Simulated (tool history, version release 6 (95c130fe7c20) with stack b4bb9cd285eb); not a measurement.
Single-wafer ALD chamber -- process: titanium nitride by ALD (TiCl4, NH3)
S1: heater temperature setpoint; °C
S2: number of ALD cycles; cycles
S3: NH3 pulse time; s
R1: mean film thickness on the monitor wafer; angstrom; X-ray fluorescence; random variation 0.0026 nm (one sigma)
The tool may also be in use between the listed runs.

run,day,S1,S2,S3,R1
1,0,415,40,1.4,8.8848
2,0.038,415,40,1.12,8.7561
3,0.079,415,40,1.35,8.8414
4,0.379,415,40,1.01,8.6687
5,0.571,426,40,1.01,8.7161
6,0.662,426,40,0.85,8.6296
# day 0.858: thermocouple changed; heater temperature recalibrated
7,0.858,415,39,0.74,8.0896
8,1.175,412,39,0.66,7.7993
9,1.304,411,39,0.66,7.7785

The next listed run, before its measurement:
10,1.338,410,39,0.66,?

R1: 7.7948 angstrom

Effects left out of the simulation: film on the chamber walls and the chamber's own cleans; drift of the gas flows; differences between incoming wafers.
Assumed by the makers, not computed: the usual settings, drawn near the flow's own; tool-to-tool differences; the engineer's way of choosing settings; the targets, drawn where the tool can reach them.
